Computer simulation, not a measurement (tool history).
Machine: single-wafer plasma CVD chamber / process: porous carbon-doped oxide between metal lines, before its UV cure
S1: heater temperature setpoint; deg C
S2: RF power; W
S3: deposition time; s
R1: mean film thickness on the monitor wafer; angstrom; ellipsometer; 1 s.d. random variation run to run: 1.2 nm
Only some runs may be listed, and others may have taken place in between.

run 1 hour=0 | S1=280 S2=480 S3=35.4 | R1=2158.4
run 2 hour=2.3 | S1=277 S2=495 S3=35.4 | R1=2258.6
run 3 hour=7.7 | S1=277 S2=460 S3=35.4 | R1=2141.9
run 4 hour=12.1 | S1=284 S2=460 S3=35.4 | R1=2047.4
run 5 hour=19.2 | S1=280 S2=480 S3=35.4 | R1=2162.2
run 6 hour=22.9 | S1=280 S2=480 S3=33.7 | R1=2068.5
run 7 hour=28.5 | S1=268 S2=555 S3=35.2 | R1=2555.8

Run 8, settings as shown, results not yet in. Your forecast:
run 8 hour=31.6 | S1=267 S2=560 S3=35.2 | R1=?

R1: 2629.2 angstrom
